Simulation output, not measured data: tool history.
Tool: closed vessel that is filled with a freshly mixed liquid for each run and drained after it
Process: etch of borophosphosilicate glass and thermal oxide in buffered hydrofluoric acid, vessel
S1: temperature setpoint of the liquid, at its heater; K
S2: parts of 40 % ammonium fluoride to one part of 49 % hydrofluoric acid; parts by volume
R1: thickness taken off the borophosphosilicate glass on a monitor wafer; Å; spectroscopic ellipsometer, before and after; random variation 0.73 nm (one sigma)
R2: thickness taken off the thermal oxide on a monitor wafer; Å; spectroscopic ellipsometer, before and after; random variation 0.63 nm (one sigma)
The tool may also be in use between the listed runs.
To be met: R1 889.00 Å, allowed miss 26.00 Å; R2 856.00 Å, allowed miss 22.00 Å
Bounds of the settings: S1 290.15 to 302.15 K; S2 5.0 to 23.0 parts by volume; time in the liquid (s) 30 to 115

run 1 day=0.000 | S1=294.15 S2=14.0 time_in_the_liquid_(s)=60 | R1=440.86 R2=423.17
run 2 day=0.283 | S1=292.15 S2=14.0 time_in_the_liquid_(s)=60 | R1=401.69 R2=383.83
run 3 day=0.367 | S1=295.15 S2=14.0 time_in_the_liquid_(s)=60 | R1=467.90 R2=452.85
run 4 day=0.567 | S1=295.15 S2=14.0 time_in_the_liquid_(s)=80 | R1=618.43 R2=600.34
run 5 day=0.788 | S1=296.15 S2=14.0 time_in_the_liquid_(s)=80 | R1=652.54 R2=632.10
run 6 day=1.158 | S1=297.15 S2=14.0 time_in_the_liquid_(s)=80 | R1=692.60 R2=671.26
run 7 day=1.396 | S1=298.15 S2=14.0 time_in_the_liquid_(s)=80 | R1=728.01 R2=701.72
run 8 day=1.512 | S1=298.65 S2=14.0 time_in_the_liquid_(s)=80 | R1=753.76 R2=726.86
run 9 day=1.688 | S1=299.15 S2=14.0 time_in_the_liquid_(s)=80 | R1=778.60 R2=739.93

5 next moves are on the table. One of them brings every result within its allowed miss. Which?
run A day=1.862 | S1=290.15 S2=10.0 time_in_the_liquid_(s)=100 | R1=? R2=?
run B day=1.862 | S1=300.15 S2=13.0 time_in_the_liquid_(s)=75 | R1=? R2=?
run C day=1.862 | S1=301.65 S2=16.0 time_in_the_liquid_(s)=85 | R1=? R2=?
run D day=1.862 | S1=302.15 S2=12.5 time_in_the_liquid_(s)=70 | R1=? R2=?
run E day=1.862 | S1=301.65 S2=13.0 time_in_the_liquid_(s)=70 | R1=? R2=?

move=A R1=832.49 R2=790.73
move=B R1=833.09 R2=797.95
move=C R1=833.08 R2=799.20
move=D R1=897.91 R2=860.72
move=E R1=841.61 R2=806.71
A: nearer than the last run, and not there yet
B: nearer than the last run, and not there yet
C: nearer than the last run, and not there yet
D: meets every target
E: nearer than the last run, and not there yet
Move D is the one to make.
